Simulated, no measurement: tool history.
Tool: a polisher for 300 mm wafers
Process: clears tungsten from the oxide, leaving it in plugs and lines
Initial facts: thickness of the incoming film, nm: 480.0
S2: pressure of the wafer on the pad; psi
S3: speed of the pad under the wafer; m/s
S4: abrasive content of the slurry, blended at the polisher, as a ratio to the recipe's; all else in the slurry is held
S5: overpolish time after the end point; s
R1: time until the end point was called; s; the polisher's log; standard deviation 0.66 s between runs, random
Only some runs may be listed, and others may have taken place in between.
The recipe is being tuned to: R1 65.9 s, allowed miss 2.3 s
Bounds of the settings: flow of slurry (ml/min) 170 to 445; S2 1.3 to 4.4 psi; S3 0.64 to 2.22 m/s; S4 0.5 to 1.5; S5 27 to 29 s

{"run": 1, "hour": 0.0, "flow of slurry (ml/min)": 285, "S2": 2.8, "S3": 1.42, "S4": 1, "S5": 27, "R1": 79.031}
{"run": 2, "hour": 1.4, "flow of slurry (ml/min)": 285, "S2": 2.9, "S3": 1.42, "S4": 1, "S5": 27, "R1": 75.561}
{"run": 3, "hour": 9.3, "flow of slurry (ml/min)": 285, "S2": 3, "S3": 1.42, "S4": 1, "S5": 27, "R1": 73.799}
{"run": 4, "hour": 12.6, "flow of slurry (ml/min)": 285, "S2": 3, "S3": 1.42, "S4": 0.85, "S5": 27, "R1": 76.074}
{"run": 5, "hour": 17.1, "flow of slurry (ml/min)": 285, "S2": 3.1, "S3": 1.42, "S4": 0.85, "S5": 27, "R1": 73.125}
{"run": 6, "hour": 22.7, "flow of slurry (ml/min)": 285, "S2": 3.1, "S3": 1.26, "S4": 0.85, "S5": 27, "R1": 82.921}
{"run": 7, "hour": 24.5, "flow of slurry (ml/min)": 285, "S2": 3.3, "S3": 1.26, "S4": 0.85, "S5": 27, "R1": 77.468}
{"run": 8, "hour": 32.0, "flow of slurry (ml/min)": 285, "S2": 3.4, "S3": 1.26, "S4": 0.85, "S5": 27, "R1": 73.707}
{"run": 9, "hour": 36.9, "flow of slurry (ml/min)": 285, "S2": 3.5, "S3": 1.26, "S4": 0.85, "S5": 27, "R1": 73.64}
{"run": 10, "hour": 40.4, "flow of slurry (ml/min)": 285, "S2": 3.6, "S3": 1.26, "S4": 0.85, "S5": 27, "R1": 70.377}
{"run": 11, "hour": 44.2, "flow of slurry (ml/min)": 285, "S2": 3.7, "S3": 1.26, "S4": 0.85, "S5": 27, "R1": 69.933}

Which of these 5 next moves meets every target?
{"run": "A", "hour": 48.0, "flow of slurry (ml/min)": 170, "S2": 3.7, "S3": 1.26, "S4": 0.7, "S5": 28, "R1": "?"}
{"run": "B", "hour": 48.0, "flow of slurry (ml/min)": 215, "S2": 4.4, "S3": 1.08, "S4": 1.05, "S5": 29, "R1": "?"}
{"run": "C", "hour": 48.0, "flow of slurry (ml/min)": 255, "S2": 4.4, "S3": 1.24, "S4": 0.8, "S5": 29, "R1": "?"}
{"run": "D", "hour": 48.0, "flow of slurry (ml/min)": 270, "S2": 3.8, "S3": 1.4, "S4": 0.9, "S5": 27, "R1": "?"}
{"run": "E", "hour": 48.0, "flow of slurry (ml/min)": 275, "S2": 3.9, "S3": 1.32, "S4": 1.1, "S5": 27, "R1": "?"}

move=A R1=75.109
move=B R1=66.19
move=C R1=60.494
move=D R1=60.329
move=E R1=59.57
A: the biggest miss grows against the last run
B: each result inside its tolerance
C: takes the biggest miss from the last run beyond its target
D: takes the biggest miss from the last run beyond its target
E: takes the biggest miss from the last run beyond its target
Correct choice: B, which meets every target
